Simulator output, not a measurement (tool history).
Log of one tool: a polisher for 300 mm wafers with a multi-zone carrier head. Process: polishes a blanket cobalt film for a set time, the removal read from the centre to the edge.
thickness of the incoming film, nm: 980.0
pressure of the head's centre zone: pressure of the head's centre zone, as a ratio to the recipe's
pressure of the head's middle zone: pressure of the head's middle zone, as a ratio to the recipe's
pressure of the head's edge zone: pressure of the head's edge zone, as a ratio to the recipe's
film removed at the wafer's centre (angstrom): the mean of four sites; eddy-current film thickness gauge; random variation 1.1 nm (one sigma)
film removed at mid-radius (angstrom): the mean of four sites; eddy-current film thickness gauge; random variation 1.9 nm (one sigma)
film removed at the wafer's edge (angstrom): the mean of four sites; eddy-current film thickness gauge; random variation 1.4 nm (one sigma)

run,hour,flow of slurry (ml/min),pressure of the head's centre zone,pressure of the head's middle zone,pressure of the head's edge zone,polishing time (s),film removed at the wafer's centre (angstrom),film removed at mid-radius (angstrom),film removed at the wafer's edge (angstrom)
1,0,150,1,1,1,43,1220.2,1205.7,1276.6
2,4.2,150,0.93,1,1,43,1139.1,1234.7,1304.1
3,8,150,0.93,1.02,0.98,43,1120.9,1268.3,1269.7
4,12.1,150,0.93,1.03,0.97,43,1124.8,1241.3,1300.6
5,16.6,150,0.93,1.03,0.97,36,944.74,1022.7,1072.4
6,23.3,160,0.94,1.06,0.96,37,992.49,1126,1094.4
# hour 29.8: slurry nozzle cleaned
7,29.8,200,0.98,1.11,1.01,38,1192,1286.1,1238.6
8,31.4,195,0.98,1.12,1,38,1185.1,1350.4,1211.7

The next listed run, before its measurement:
9,35.7,190,0.98,1.12,1,38,?,?,?

Run 9 gave film removed at the wafer's centre (angstrom) 1187.6, film removed at mid-radius (angstrom) 1327.7, film removed at the wafer's edge (angstrom) 1238.5.
